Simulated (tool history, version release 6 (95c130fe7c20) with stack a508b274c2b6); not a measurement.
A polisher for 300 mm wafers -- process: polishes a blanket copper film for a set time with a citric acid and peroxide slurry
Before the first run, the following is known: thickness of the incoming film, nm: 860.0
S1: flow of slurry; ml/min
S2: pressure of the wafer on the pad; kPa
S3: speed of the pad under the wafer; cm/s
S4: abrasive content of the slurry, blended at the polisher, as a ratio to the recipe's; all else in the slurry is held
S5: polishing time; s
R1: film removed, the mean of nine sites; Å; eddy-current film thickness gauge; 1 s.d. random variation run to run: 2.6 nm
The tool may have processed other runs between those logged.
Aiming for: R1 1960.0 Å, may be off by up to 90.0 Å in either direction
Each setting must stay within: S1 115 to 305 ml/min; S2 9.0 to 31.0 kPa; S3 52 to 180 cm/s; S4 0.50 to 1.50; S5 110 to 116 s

run,hour,S1,S2,S3,S4,S5,R1
1,0.0,195,20.0,116,1.00,110,2836.5
2,7.6,195,20.0,132,1.00,110,3262.1
3,13.3,195,18.6,132,1.00,110,3031.2
4,19.3,195,18.6,132,1.00,116,3197.4
5,27.0,195,18.6,132,1.20,116,3289.1
6,34.9,150,18.6,132,1.20,116,3220.4
7,43.7,150,17.2,132,1.20,116,2947.9
8,45.6,150,15.9,132,1.20,116,2673.6
9,47.2,150,15.2,132,1.20,116,2557.2

5 candidate next runs follow, results not yet known. Just one meets every target within its allowed miss. Identify it.
A,48.8,125,11.0,142,1.20,116,?
B,48.8,135,21.4,150,1.00,111,?
C,48.8,170,15.9,162,1.15,116,?
D,48.8,185,20.0,152,1.20,116,?
E,48.8,115,12.4,108,1.25,110,?

move,R1
A,1984.7
B,3689.4
C,3326.3
D,4015.8
E,1637.3
A: meets every target
B: the biggest miss grows against the last run
C: the biggest miss grows against the last run
D: the biggest miss grows against the last run
E: takes the result that was furthest off past its target
Answer: A
